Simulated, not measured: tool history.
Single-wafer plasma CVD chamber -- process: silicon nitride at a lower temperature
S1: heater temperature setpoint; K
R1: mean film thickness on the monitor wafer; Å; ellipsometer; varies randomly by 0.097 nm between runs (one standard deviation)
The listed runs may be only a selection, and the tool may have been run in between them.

Run 1, day 0: S1 608.15 K, chamber pressure (Pa) 167, RF power (W) 325, deposition time (s) 27.9. Result: R1 330.94 Å.
Run 2, day 0.196: S1 608.15 K, chamber pressure (Pa) 167, RF power (W) 325, deposition time (s) 28.8. Result: R1 341.86 Å.
Run 3, day 0.425: S1 608.15 K, chamber pressure (Pa) 167, RF power (W) 295, deposition time (s) 28.8. Result: R1 312.25 Å.
Run 4, day 0.446: S1 608.15 K, chamber pressure (Pa) 177, RF power (W) 305, deposition time (s) 28.8. Result: R1 331.85 Å.
Run 5, day 0.583: S1 608.15 K, chamber pressure (Pa) 187, RF power (W) 310, deposition time (s) 28.8. Result: R1 341.8 Å.
Run 6, day 0.612: S1 608.15 K, chamber pressure (Pa) 187, RF power (W) 310, deposition time (s) 27.9. Result: R1 331.87 Å.
Run 7, day 0.646: S1 608.15 K, chamber pressure (Pa) 195, RF power (W) 315, deposition time (s) 27.9. Result: R1 342.91 Å.
Run 8, day 0.742: S1 608.15 K, chamber pressure (Pa) 201, RF power (W) 320, deposition time (s) 27.9. Result: R1 350.53 Å.
Run 9, day 0.875: S1 608.15 K, chamber pressure (Pa) 207, RF power (W) 325, deposition time (s) 27.9. Result: R1 358.39 Å.
Run 10, day 1.067: S1 608.15 K, chamber pressure (Pa) 233, RF power (W) 365, deposition time (s) 28. Result: R1 416.67 Å.
At day 1.321: thermocouple changed; heater temperature recalibrated.
Run 11, day 1.321: S1 608.15 K, chamber pressure (Pa) 231, RF power (W) 365, deposition time (s) 28. Result: R1 415.86 Å.

Run 12 comes next. What will it give?
Run 12, day 1.567: S1 608.15 K, chamber pressure (Pa) 228, RF power (W) 365, deposition time (s) 28. Result: R1 ?.

R1: 413.84 Å
